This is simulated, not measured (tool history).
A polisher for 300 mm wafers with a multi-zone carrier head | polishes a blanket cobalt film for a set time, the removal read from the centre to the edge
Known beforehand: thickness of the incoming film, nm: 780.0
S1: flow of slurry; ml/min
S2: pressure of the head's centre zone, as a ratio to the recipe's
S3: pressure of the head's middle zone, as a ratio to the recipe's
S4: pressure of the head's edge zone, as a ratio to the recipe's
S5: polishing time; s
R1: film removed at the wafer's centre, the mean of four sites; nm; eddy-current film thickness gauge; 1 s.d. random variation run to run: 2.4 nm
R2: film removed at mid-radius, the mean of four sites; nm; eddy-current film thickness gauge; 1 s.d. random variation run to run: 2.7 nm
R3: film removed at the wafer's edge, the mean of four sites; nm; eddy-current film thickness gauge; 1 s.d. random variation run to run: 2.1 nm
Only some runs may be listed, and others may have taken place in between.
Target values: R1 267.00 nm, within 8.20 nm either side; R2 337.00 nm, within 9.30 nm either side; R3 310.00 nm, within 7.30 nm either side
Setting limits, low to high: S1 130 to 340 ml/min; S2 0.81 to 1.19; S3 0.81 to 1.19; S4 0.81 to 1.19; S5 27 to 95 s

{"run": 1, "hour": 0.0, "S1": 220, "S2": 1.0, "S3": 1.0, "S4": 1.0, "S5": 61, "R1": 331.63, "R2": 335.86, "R3": 315.21}
{"run": 2, "hour": 8.2, "S1": 170, "S2": 1.0, "S3": 1.0, "S4": 1.0, "S5": 61, "R1": 313.06, "R2": 320.63, "R3": 306.17}
{"run": 3, "hour": 16.3, "S1": 170, "S2": 1.0, "S3": 1.0, "S4": 0.97, "S5": 61, "R1": 317.3, "R2": 322.49, "R3": 308.89}
{"run": 4, "hour": 23.0, "S1": 165, "S2": 0.99, "S3": 1.01, "S4": 0.97, "S5": 61, "R1": 310.52, "R2": 321.07, "R3": 303.86}
{"run": 5, "hour": 29.2, "S1": 165, "S2": 0.99, "S3": 0.94, "S4": 0.97, "S5": 61, "R1": 309.52, "R2": 301.13, "R3": 307.08}
{"run": 6, "hour": 34.5, "S1": 165, "S2": 0.98, "S3": 0.95, "S4": 0.98, "S5": 61, "R1": 308.3, "R2": 305.03, "R3": 308.15}
{"run": 7, "hour": 41.4, "S1": 165, "S2": 0.97, "S3": 0.96, "S4": 0.98, "S5": 61, "R1": 302.7, "R2": 309.6, "R3": 306.48}
{"run": 8, "hour": 44.7, "S1": 165, "S2": 0.96, "S3": 0.97, "S4": 0.98, "S5": 61, "R1": 301.53, "R2": 312.28, "R3": 307.18}
{"run": 9, "hour": 53.3, "S1": 165, "S2": 0.95, "S3": 0.98, "S4": 0.98, "S5": 61, "R1": 296.45, "R2": 313.52, "R3": 305.36}

Which single option among these 5 for the next run brings every result within its allowed miss of target? Just one does.
{"run": "A", "hour": 61.9, "S1": 130, "S2": 0.81, "S3": 0.88, "S4": 1.07, "S5": 60, "R1": "?", "R2": "?", "R3": "?"}
{"run": "B", "hour": 61.9, "S1": 135, "S2": 0.81, "S3": 1.04, "S4": 0.97, "S5": 67, "R1": "?", "R2": "?", "R3": "?"}
{"run": "C", "hour": 61.9, "S1": 180, "S2": 0.94, "S3": 0.99, "S4": 1.05, "S5": 59, "R1": "?", "R2": "?", "R3": "?"}
{"run": "D", "hour": 61.9, "S1": 135, "S2": 0.86, "S3": 1.07, "S4": 1.02, "S5": 62, "R1": "?", "R2": "?", "R3": "?"}
{"run": "E", "hour": 61.9, "S1": 195, "S2": 0.89, "S3": 0.93, "S4": 1.07, "S5": 57, "R1": "?", "R2": "?", "R3": "?"}

move=A R1=241.41 R2=274.86 R3=309.84
move=B R1=271.63 R2=355.14 R3=330.48
move=C R1=290.63 R2=311.96 R3=311.53
move=D R1=267.08 R2=336.58 R3=313.19
move=E R1=268.57 R2=288.92 R3=306.28
A: the result that was furthest off in the last run now lies on the other side of its target
B: the furthest-off result lands on target, but another misses its tolerance
C: moves toward the targets from the last run without getting all of them in spec
D: hits every target within its allowed miss
E: the furthest-off result lands on target, but another misses its tolerance
D is the move that brings every result within its allowed miss.

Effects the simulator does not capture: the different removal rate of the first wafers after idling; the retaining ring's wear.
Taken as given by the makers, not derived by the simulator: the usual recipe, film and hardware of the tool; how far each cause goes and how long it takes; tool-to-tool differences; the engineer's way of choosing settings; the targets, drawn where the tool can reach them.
